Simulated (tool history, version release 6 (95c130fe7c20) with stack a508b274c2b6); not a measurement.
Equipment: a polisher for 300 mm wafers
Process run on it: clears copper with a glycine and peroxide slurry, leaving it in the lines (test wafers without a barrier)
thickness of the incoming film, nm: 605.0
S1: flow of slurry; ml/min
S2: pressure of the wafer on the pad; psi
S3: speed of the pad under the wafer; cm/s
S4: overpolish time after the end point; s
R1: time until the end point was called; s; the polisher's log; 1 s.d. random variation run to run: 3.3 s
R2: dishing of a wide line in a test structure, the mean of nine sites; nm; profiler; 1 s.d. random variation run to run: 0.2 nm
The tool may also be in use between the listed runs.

run  hour   S1   S2  S3  S4      R1      R2
  1     0  235  2.5  90  11  123.43  35.908
  2   4.3  235  2.2  90  11  140.74  33.716
  3   8.1  235  2.1  88  10  143.04  29.249
  4  13.1  235    2  86  10  150.07  28.743
  5  16.8  235    2  96  10  139.48  29.187
  6    20  205    2  96  10  147.01  29.453
  7  22.3  205  1.9  94  10  151.68  28.121
  8    27  205  1.8  92  10  163.89  26.828
  9  29.8  205  1.7  92  10  171.34   25.87
 10    36  205  1.6  92  10  170.93  24.951
 11  37.2  205  1.5  92  10  180.62  24.049
 12    45  205  1.4  92  10  192.79  22.306
 13  53.4  205  1.3  92  10  203.92  21.845
 14    59  210  1.2  90   8  218.09  17.016

Run 15 has not been measured yet. What should we expect?
 15  64.1  205  1.2  90   8   ?   ?

{"run 15": {"R1": 214.83, "R2": 17.016}}
